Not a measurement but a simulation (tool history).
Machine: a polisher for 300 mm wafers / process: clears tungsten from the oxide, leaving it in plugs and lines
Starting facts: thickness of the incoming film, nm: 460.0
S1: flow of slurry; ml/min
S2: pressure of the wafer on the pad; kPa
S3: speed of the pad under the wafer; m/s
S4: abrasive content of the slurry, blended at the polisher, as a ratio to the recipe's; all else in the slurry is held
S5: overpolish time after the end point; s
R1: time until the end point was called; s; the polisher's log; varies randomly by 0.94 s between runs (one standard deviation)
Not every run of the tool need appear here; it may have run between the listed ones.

run  hour   S1    S2    S3   S4  S5      R1
  1   0.0  220  29.0  1.36  1.0   9  68.974
  2   8.1  245  29.0  1.36  1.0   9  69.218
  3  11.3  245  33.1  1.36  1.0   9  61.181
  4  17.0  245  30.3  1.36  1.0   9  65.908
  5  19.1  245  28.3  1.36  1.0   9  72.050
  6  26.1  245  26.9  1.36  1.0   9  72.850
  7  32.6  245  26.9  1.36  1.0   9  75.059
  8  38.0  245  25.5  1.36  1.0   9  78.714
  9  38.6  245  24.1  1.36  1.0   9  82.177

What does the tool deliver on the next run?
 10  43.8  245  23.4  1.36  1.0   9   ?

{"run 10": {"R1": 84.191}}

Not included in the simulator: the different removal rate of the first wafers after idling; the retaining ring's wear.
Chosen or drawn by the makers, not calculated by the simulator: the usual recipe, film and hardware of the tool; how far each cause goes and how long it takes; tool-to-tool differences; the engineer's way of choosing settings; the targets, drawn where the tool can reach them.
